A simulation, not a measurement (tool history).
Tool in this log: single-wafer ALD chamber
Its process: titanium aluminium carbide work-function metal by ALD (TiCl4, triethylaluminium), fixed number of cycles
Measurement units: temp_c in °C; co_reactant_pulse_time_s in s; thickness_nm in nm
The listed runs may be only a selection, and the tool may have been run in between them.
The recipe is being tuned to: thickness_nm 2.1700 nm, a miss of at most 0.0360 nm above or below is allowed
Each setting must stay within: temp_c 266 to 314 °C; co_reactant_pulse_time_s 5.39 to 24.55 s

run	hour	temp_c	co_reactant_pulse_time_s	thickness_nm
1	0.0	290	14.97	2.0045
2	4.3	290	13.22	1.9907
3	8.6	293	13.56	2.0142
4	15.0	296	13.96	2.0692
5	22.5	290	13.96	1.9847
6	24.1	292	14.17	1.9942
7	31.9	295	14.19	2.0485
8	32.4	297	14.33	2.0705
9	37.3	298	14.45	2.0776

4 candidate next runs follow, results not yet known. Just one meets every target within its allowed miss. Identify it.
A	42.2	286	15.81	?
B	42.2	296	17.58	?
C	42.2	304	16.33	?
D	42.2	295	12.83	?

move	thickness_nm
A	1.9562
B	2.0648
C	2.1382
D	2.0113
A: further off than the last run
B: further off than the last run
C: all results land within tolerance of their targets
D: further off than the last run
C is the move that brings every result within its allowed miss.

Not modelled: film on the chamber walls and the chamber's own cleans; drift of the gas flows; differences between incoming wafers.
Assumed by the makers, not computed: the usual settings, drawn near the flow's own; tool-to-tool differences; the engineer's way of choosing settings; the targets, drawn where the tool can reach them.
